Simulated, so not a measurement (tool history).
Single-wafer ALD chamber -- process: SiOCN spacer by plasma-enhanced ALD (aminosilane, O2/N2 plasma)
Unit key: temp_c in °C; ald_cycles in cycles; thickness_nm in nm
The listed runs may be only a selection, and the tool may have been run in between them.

Run 1, day 0.000: temp_c 390 °C, ald_cycles 90 cycles. Result: thickness_nm 5.4951 nm.
Run 2, day 0.212: temp_c 390 °C, ald_cycles 92 cycles. Result: thickness_nm 5.6372 nm.
Run 3, day 0.504: temp_c 390 °C, ald_cycles 102 cycles. Result: thickness_nm 6.2623 nm.
Run 4, day 0.604: temp_c 385 °C, ald_cycles 102 cycles. Result: thickness_nm 6.2498 nm.
Run 5, day 0.738: temp_c 385 °C, ald_cycles 101 cycles. Result: thickness_nm 6.1686 nm.
Run 6, day 0.800: temp_c 385 °C, ald_cycles 114 cycles. Result: thickness_nm 6.9446 nm.
Run 7, day 1.050: temp_c 385 °C, ald_cycles 111 cycles. Result: thickness_nm 6.7690 nm.
Run 8, day 1.321: temp_c 385 °C, ald_cycles 108 cycles. Result: thickness_nm 6.6244 nm.

Expected results for the next run?
Run 9, day 1.625: temp_c 385 °C, ald_cycles 106 cycles. Result: thickness_nm ?.

Run 9 produced thickness_nm 6.5076 nm.
